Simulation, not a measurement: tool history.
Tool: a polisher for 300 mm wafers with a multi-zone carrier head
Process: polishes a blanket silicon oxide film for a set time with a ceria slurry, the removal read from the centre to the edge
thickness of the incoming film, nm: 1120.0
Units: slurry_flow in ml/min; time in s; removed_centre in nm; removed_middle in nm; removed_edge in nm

run  hour  slurry_flow  centre_zone  middle_zone  edge_zone  time  removed_centre  removed_middle  removed_edge
  1   0.0          260         1.00         1.00       1.00    48          339.11          322.17        327.15
  2   1.6          270         1.01         1.04       1.00    49          350.29          342.31        339.19
  3   4.6          220         1.01         1.04       1.00    49          343.70          341.35        329.94
  4   9.6          225         1.03         1.07       1.00    50          359.32          354.08        339.66
  5  14.1          225         1.03         1.07       1.00    42          301.79          296.98        284.93
  6  22.3          220         1.04         1.09       0.99    44          317.60          307.42        297.53
  7  24.9          205         1.04         1.11       0.95    47          330.08          335.36        306.74

The next listed run, before its measurement:
  8  30.4          205         1.05         1.13       0.94    49               ?               ?             ?

Run 8 gave removed_centre 349.34 nm, removed_middle 361.53 nm, removed_edge 318.03 nm.

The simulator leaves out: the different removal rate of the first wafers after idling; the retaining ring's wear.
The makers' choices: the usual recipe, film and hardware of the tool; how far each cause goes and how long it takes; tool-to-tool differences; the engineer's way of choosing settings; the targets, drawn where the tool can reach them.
